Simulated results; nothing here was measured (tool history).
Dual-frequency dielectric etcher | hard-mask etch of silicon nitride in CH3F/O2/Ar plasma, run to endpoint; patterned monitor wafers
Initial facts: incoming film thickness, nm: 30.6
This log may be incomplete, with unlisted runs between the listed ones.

run 1 hour=0.0 | source_power_(kW)=0.310 bias_power_(kW)=0.100 | endpoint_time_(s)=42.050
run 2 hour=7.3 | source_power_(kW)=0.350 bias_power_(kW)=0.109 | endpoint_time_(s)=38.890
run 3 hour=15.5 | source_power_(kW)=0.390 bias_power_(kW)=0.109 | endpoint_time_(s)=37.085
run 4 hour=16.9 | source_power_(kW)=0.410 bias_power_(kW)=0.114 | endpoint_time_(s)=35.387
run 5 hour=19.4 | source_power_(kW)=0.410 bias_power_(kW)=0.129 | endpoint_time_(s)=33.741
run 6 hour=21.8 | source_power_(kW)=0.410 bias_power_(kW)=0.119 | endpoint_time_(s)=35.034

Run 7 is up next; what results do you expect?
run 7 hour=24.5 | source_power_(kW)=0.420 bias_power_(kW)=0.122 | endpoint_time_(s)=?

Run 7 came out at endpoint time (s) 34.712.
